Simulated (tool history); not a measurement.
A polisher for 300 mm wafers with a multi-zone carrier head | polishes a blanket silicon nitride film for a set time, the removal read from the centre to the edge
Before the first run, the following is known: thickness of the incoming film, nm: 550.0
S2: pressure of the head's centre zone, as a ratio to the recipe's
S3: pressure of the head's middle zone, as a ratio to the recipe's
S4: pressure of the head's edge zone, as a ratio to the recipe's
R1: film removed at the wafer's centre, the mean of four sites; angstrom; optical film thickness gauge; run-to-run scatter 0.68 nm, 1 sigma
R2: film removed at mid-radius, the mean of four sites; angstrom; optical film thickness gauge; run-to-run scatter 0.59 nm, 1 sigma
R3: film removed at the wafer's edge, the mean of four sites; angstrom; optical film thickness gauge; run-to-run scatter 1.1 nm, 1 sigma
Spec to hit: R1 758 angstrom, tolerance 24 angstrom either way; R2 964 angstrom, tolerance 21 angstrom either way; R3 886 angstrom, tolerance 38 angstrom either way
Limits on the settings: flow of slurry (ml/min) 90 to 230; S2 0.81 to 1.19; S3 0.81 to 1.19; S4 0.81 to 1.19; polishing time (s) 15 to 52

{"run": 1, "hour": 0.0, "flow of slurry (ml/min)": 150, "S2": 1, "S3": 1, "S4": 1, "polishing time (s)": 33, "R1": 798.99, "R2": 809.92, "R3": 781.27}
{"run": 2, "hour": 8.5, "flow of slurry (ml/min)": 165, "S2": 0.96, "S3": 1.03, "S4": 1.04, "polishing time (s)": 33, "R1": 777.05, "R2": 840.37, "R3": 790.16}
{"run": 3, "hour": 15.6, "flow of slurry (ml/min)": 175, "S2": 0.93, "S3": 1.05, "S4": 1.08, "polishing time (s)": 34, "R1": 789.17, "R2": 889.13, "R3": 843.82}
{"run": 4, "hour": 20.3, "flow of slurry (ml/min)": 175, "S2": 0.93, "S3": 1.05, "S4": 1.08, "polishing time (s)": 27, "R1": 628.01, "R2": 704.12, "R3": 690.58}
{"run": 5, "hour": 27.4, "flow of slurry (ml/min)": 180, "S2": 0.92, "S3": 1.08, "S4": 1.11, "polishing time (s)": 29, "R1": 664.46, "R2": 777.75, "R3": 745.51}
{"run": 6, "hour": 35.6, "flow of slurry (ml/min)": 190, "S2": 0.92, "S3": 1.1, "S4": 1.14, "polishing time (s)": 30, "R1": 701.96, "R2": 826.3, "R3": 806.27}
{"run": 7, "hour": 39.5, "flow of slurry (ml/min)": 200, "S2": 0.92, "S3": 1.13, "S4": 1.14, "polishing time (s)": 30, "R1": 701.84, "R2": 852.9, "R3": 794.82}
{"run": 8, "hour": 44.7, "flow of slurry (ml/min)": 205, "S2": 0.92, "S3": 1.14, "S4": 1.16, "polishing time (s)": 31, "R1": 738.6, "R2": 895.07, "R3": 824.11}
{"run": 9, "hour": 48.3, "flow of slurry (ml/min)": 205, "S2": 0.91, "S3": 1.15, "S4": 1.17, "polishing time (s)": 32, "R1": 748.69, "R2": 933.5, "R3": 873.26}

Exercise: of the 4 proposed moves below, exactly one satisfies all targets within the stated allowed misses. Which move is it?
{"run": "A", "hour": 51.9, "flow of slurry (ml/min)": 195, "S2": 0.84, "S3": 1.09, "S4": 1.19, "polishing time (s)": 33, "R1": "?", "R2": "?", "R3": "?"}
{"run": "B", "hour": 51.9, "flow of slurry (ml/min)": 190, "S2": 0.97, "S3": 1.17, "S4": 1.17, "polishing time (s)": 33, "R1": "?", "R2": "?", "R3": "?"}
{"run": "C", "hour": 51.9, "flow of slurry (ml/min)": 230, "S2": 0.88, "S3": 1.13, "S4": 1.15, "polishing time (s)": 33, "R1": "?", "R2": "?", "R3": "?"}
{"run": "D", "hour": 51.9, "flow of slurry (ml/min)": 200, "S2": 0.81, "S3": 1.03, "S4": 1.19, "polishing time (s)": 35, "R1": "?", "R2": "?", "R3": "?"}

move=A R1=707.79 R2=907.48 R3=870.03
move=B R1=815.04 R2=959.88 R3=858.81
move=C R1=761.72 R2=958.01 R3=869.31
move=D R1=726.48 R2=920.88 R3=926.16
A: the biggest miss grows against the last run
B: brings the last run's worst result on target, with another outside its allowed miss
C: hits every target within its allowed miss
D: the biggest miss grows against the last run
Answer: C
